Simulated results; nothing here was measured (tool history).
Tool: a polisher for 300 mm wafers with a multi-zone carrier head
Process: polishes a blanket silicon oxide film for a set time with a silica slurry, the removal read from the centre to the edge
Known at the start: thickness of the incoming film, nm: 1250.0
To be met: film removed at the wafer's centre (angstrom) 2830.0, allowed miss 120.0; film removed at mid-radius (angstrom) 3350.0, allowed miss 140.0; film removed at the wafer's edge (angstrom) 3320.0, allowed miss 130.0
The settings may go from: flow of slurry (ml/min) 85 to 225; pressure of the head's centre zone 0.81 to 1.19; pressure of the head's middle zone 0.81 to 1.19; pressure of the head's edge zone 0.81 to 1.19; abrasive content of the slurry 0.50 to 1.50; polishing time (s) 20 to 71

| run | hour | flow of slurry (ml/min) | pressure of the head's centre zone | pressure of the head's middle zone | pressure of the head's edge zone | abrasive content of the slurry | polishing time (s) | film removed at the wafer's centre (angstrom) | film removed at mid-radius (angstrom) | film removed at the wafer's edge (angstrom) |
|---|---|---|---|---|---|---|---|---|---|---|
| 1 | 0.0 | 145 | 1.00 | 1.00 | 1.00 | 1.00 | 45 | 2217.9 | 2208.8 | 2223.2 |
| 2 | 3.1 | 150 | 0.98 | 1.02 | 1.03 | 1.10 | 46 | 2456.4 | 2436.3 | 2510.7 |
| 3 | 4.2 | 150 | 0.98 | 1.02 | 1.07 | 1.10 | 46 | 2396.3 | 2446.0 | 2530.4 |
| 4 | 8.5 | 150 | 0.98 | 1.02 | 1.07 | 1.00 | 46 | 2274.2 | 2311.8 | 2369.8 |
| 5 | 12.8 | 150 | 0.98 | 0.94 | 1.07 | 1.00 | 46 | 2295.6 | 2174.3 | 2384.4 |
| 6 | 13.3 | 160 | 0.96 | 0.99 | 1.09 | 1.10 | 46 | 2337.8 | 2441.4 | 2591.0 |
| 7 | 20.9 | 170 | 0.96 | 1.02 | 1.10 | 1.15 | 46 | 2482.3 | 2564.7 | 2657.9 |
| 8 | 25.9 | 170 | 0.94 | 1.04 | 1.11 | 1.25 | 46 | 2447.4 | 2631.1 | 2781.8 |
| 9 | 31.0 | 175 | 0.94 | 1.07 | 1.12 | 1.30 | 46 | 2563.1 | 2756.5 | 2827.2 |
| 10 | 35.8 | 180 | 0.93 | 1.09 | 1.13 | 1.35 | 47 | 2625.4 | 2908.1 | 2902.6 |
| 11 | 38.8 | 185 | 0.92 | 1.10 | 1.14 | 1.40 | 48 | 2691.5 | 3149.9 | 3065.6 |
| 12 | 43.2 | 190 | 0.92 | 1.10 | 1.15 | 1.40 | 48 | 2711.3 | 3147.1 | 3061.3 |

Which of these 5 next moves meets every target?
| A | 47.6 | 225 | 1.02 | 1.08 | 1.14 | 1.35 | 45 | ? | ? | ? |
| B | 47.6 | 220 | 0.98 | 1.14 | 1.10 | 1.45 | 49 | ? | ? | ? |
| C | 47.6 | 175 | 0.82 | 0.99 | 1.19 | 1.30 | 54 | ? | ? | ? |
| D | 47.6 | 165 | 0.89 | 1.12 | 1.11 | 1.20 | 56 | ? | ? | ? |
| E | 47.6 | 225 | 0.88 | 1.19 | 1.06 | 1.25 | 51 | ? | ? | ? |

| move | film removed at the wafer's centre (angstrom) | film removed at mid-radius (angstrom) | film removed at the wafer's edge (angstrom) |
|---|---|---|---|
| A | 2819.3 | 2840.0 | 2917.4 |
| B | 3024.1 | 3297.7 | 3199.5 |
| C | 2567.0 | 3049.6 | 3436.7 |
| D | 2765.9 | 3300.8 | 3294.2 |
| E | 2668.1 | 3345.4 | 3082.6 |
A: further off than the last run
B: brings the result that was furthest off to its target, and leaves another outside
C: brings the result that was furthest off to its target, and leaves another outside
D: meets every target
E: nearer than the last run, and not there yet
The right move is D.
